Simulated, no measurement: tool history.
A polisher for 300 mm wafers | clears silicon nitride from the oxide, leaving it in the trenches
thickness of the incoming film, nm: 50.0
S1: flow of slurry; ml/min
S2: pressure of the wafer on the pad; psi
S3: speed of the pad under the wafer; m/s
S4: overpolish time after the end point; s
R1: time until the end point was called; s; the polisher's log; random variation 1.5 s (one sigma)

{"run": 1, "hour": 0.0, "S1": 245, "S2": 1.9, "S3": 1.04, "S4": 36, "R1": 86.39}
{"run": 2, "hour": 2.2, "S1": 245, "S2": 1.8, "S3": 1.04, "S4": 36, "R1": 90.171}
{"run": 3, "hour": 3.5, "S1": 245, "S2": 1.8, "S3": 1.04, "S4": 39, "R1": 88.88}
{"run": 4, "hour": 9.3, "S1": 245, "S2": 1.8, "S3": 1.04, "S4": 36, "R1": 89.211}
{"run": 5, "hour": 17.8, "S1": 290, "S2": 1.8, "S3": 1.04, "S4": 36, "R1": 88.461}
{"run": 6, "hour": 20.4, "S1": 290, "S2": 1.7, "S3": 1.04, "S4": 36, "R1": 93.164}
{"run": 7, "hour": 21.8, "S1": 290, "S2": 1.6, "S3": 1.04, "S4": 36, "R1": 97.381}

The next listed run, before its measurement:
{"run": 8, "hour": 27.0, "S1": 290, "S2": 1.5, "S3": 1.04, "S4": 36, "R1": "?"}

Run 8 gave R1 106.100 s.

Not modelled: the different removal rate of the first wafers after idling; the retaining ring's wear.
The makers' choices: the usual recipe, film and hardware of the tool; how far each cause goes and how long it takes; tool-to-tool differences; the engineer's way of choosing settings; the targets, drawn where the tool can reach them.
